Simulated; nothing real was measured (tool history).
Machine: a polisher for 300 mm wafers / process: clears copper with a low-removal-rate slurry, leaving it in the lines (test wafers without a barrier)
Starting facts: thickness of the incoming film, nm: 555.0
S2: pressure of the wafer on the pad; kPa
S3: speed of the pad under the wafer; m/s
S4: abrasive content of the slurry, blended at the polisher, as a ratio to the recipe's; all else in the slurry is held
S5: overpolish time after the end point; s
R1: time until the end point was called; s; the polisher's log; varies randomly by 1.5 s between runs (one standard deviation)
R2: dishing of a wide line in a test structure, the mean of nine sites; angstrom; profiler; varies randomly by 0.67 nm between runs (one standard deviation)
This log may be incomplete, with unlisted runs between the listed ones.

Run 1, hour 0: flow of slurry (ml/min) 230, S2 24.8 kPa, S3 0.94 m/s, S4 1, S5 23 s. Result: R1 176.13 s, R2 507.2 angstrom.
Run 2, hour 6.3: flow of slurry (ml/min) 265, S2 24.8 kPa, S3 0.94 m/s, S4 1, S5 23 s. Result: R1 175.21 s, R2 512.54 angstrom.
Run 3, hour 12.2: flow of slurry (ml/min) 265, S2 26.2 kPa, S3 0.94 m/s, S4 1, S5 21 s. Result: R1 172.21 s, R2 498.62 angstrom.
Run 4, hour 16.8: flow of slurry (ml/min) 255, S2 27.6 kPa, S3 0.96 m/s, S4 1, S5 19 s. Result: R1 159.46 s, R2 473.85 angstrom.
Run 5, hour 23: flow of slurry (ml/min) 255, S2 27.6 kPa, S3 0.96 m/s, S4 1.15, S5 19 s. Result: R1 154.87 s, R2 491.25 angstrom.
Run 6, hour 31.6: flow of slurry (ml/min) 255, S2 29 kPa, S3 0.96 m/s, S4 1.15, S5 18 s. Result: R1 150.06 s, R2 502.01 angstrom.
Run 7, hour 35.9: flow of slurry (ml/min) 255, S2 30.3 kPa, S3 0.96 m/s, S4 1.15, S5 17 s. Result: R1 144.83 s, R2 492.51 angstrom.
Run 8, hour 44.2: flow of slurry (ml/min) 255, S2 31.7 kPa, S3 0.96 m/s, S4 1.15, S5 16 s. Result: R1 136.09 s, R2 491.11 angstrom.
Run 9, hour 46.6: flow of slurry (ml/min) 260, S2 35.9 kPa, S3 0.96 m/s, S4 1.15, S5 10 s. Result: R1 122.67 s, R2 368.51 angstrom.
Run 10, hour 52.7: flow of slurry (ml/min) 260, S2 35.9 kPa, S3 0.96 m/s, S4 1.2, S5 10 s. Result: R1 121.18 s, R2 362.57 angstrom.

Run 11 comes next. What will it give?
Run 11, hour 54.5: flow of slurry (ml/min) 260, S2 35.9 kPa, S3 0.96 m/s, S4 1.2, S5 11 s. Result: R1 ?, R2 ?.

{"run 11": {"R1": 118.29, "R2": 403.9}}

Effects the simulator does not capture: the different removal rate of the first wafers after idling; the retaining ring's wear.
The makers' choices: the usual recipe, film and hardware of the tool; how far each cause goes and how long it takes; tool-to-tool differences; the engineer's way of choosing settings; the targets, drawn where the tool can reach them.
